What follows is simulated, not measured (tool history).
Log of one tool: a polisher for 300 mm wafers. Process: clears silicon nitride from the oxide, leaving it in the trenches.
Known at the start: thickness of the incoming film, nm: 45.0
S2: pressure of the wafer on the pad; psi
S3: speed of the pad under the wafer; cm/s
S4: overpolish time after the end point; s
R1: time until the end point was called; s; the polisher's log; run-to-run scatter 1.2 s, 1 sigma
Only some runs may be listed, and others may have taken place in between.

{"run": 1, "hour": 0.0, "flow of slurry (ml/min)": 180, "S2": 2, "S3": 102, "S4": 7, "R1": 61.466}
{"run": 2, "hour": 8.8, "flow of slurry (ml/min)": 180, "S2": 1.9, "S3": 102, "S4": 7, "R1": 64.613}
{"run": 3, "hour": 15.9, "flow of slurry (ml/min)": 180, "S2": 1.9, "S3": 102, "S4": 7, "R1": 63.096}
{"run": 4, "hour": 21.1, "flow of slurry (ml/min)": 180, "S2": 2.4, "S3": 102, "S4": 7, "R1": 52.754}
{"run": 5, "hour": 24.5, "flow of slurry (ml/min)": 180, "S2": 2.4, "S3": 102, "S4": 7, "R1": 52.313}
{"run": 6, "hour": 25.6, "flow of slurry (ml/min)": 180, "S2": 2.2, "S3": 102, "S4": 7, "R1": 57.194}
{"run": 7, "hour": 28.3, "flow of slurry (ml/min)": 175, "S2": 1.6, "S3": 98, "S4": 7, "R1": 78.21}
{"run": 8, "hour": 29.4, "flow of slurry (ml/min)": 170, "S2": 1.5, "S3": 98, "S4": 7, "R1": 83.451}

What will run 9 give?
{"run": 9, "hour": 33.7, "flow of slurry (ml/min)": 165, "S2": 1.5, "S3": 98, "S4": 7, "R1": "?"}

{"run 9": {"R1": 81.501}}
